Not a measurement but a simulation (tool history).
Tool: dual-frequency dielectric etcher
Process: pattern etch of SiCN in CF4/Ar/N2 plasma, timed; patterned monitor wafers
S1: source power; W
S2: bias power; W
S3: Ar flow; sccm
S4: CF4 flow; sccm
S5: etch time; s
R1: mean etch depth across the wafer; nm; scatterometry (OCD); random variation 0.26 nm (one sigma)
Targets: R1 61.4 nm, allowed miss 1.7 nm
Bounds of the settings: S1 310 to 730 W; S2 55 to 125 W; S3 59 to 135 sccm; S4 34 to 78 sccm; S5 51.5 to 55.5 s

run	hour	S1	S2	S3	S4	S5	R1
1	0	520	90	97	56	55.5	50.503
2	8.5	550	91	97	56	55.5	53.765
3	9.4	550	91	97	56	51.5	50.007
4	12.7	580	92	97	56	51.5	52.974
5	18	600	93	97	56	51.5	55.451
6	25.6	610	93	97	56	51.5	56.364
7	31.7	620	93	97	56	51.5	56.886
8	36.7	630	93	97	56	51.5	58.256
9	42.3	640	93	97	56	51.5	59.232

5 next moves are on the table. One of them brings every result within its allowed miss. Which?
A	47.9	690	68	94	54	53	?
B	47.9	730	88	102	48	53	?
C	47.9	650	96	97	56	51.5	?
D	47.9	710	89	100	61	52	?
E	47.9	620	86	104	58	52.5	?

move	R1
A	56.023
B	65.373
C	60.79
D	65.005
E	55.528
A: further off than the last run
B: takes the result that was furthest off past its target
C: meets every target
D: takes the result that was furthest off past its target
E: further off than the last run
The right move is C.

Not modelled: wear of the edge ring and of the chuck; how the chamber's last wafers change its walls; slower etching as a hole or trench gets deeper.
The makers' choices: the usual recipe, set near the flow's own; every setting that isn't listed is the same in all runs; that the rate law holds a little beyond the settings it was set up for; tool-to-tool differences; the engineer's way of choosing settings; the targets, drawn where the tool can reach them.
